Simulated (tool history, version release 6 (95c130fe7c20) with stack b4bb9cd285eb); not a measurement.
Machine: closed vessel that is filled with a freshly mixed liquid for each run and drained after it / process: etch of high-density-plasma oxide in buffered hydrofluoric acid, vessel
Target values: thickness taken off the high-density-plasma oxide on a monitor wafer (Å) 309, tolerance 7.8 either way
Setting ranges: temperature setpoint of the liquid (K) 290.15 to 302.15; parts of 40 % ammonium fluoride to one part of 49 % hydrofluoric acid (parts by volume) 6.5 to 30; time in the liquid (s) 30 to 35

run	hour	temperature setpoint of the liquid (K)	parts of 40 % ammonium fluoride to one part of 49 % hydrofluoric acid (parts by volume)	time in the liquid (s)	thickness taken off the high-density-plasma oxide on a monitor wafer (Å)
1	0	294.15	19.5	35	210.27
2	7.9	296.15	19.5	35	236.15
3	12.4	296.15	17.5	35	256.05
4	20.2	298.65	17.5	35	293.47
5	21.5	298.65	14.5	35	359.76
6	27.2	298.15	14.5	35	348.36
7	29.6	297.65	14.5	35	335.5
8	32.2	297.15	14.5	35	329.46
9	36	296.65	14.5	35	322.67

Consider the 5 candidate settings below. Which is the only one whose results all fall within their allowed miss of target?
A	39.8	297.65	15	35	?
B	39.8	295.15	14	35	?
C	39.8	293.15	11	35	?
D	39.8	294.15	12.5	35	?
E	39.8	296.15	13	35	?

move	thickness taken off the high-density-plasma oxide on a monitor wafer (Å)
A	330.13
B	307.98
C	348.91
D	325.6
E	349.97
A: misses by more than the last run did
B: all results land within tolerance of their targets
C: misses by more than the last run did
D: misses by more than the last run did
E: misses by more than the last run did
The right move is B.
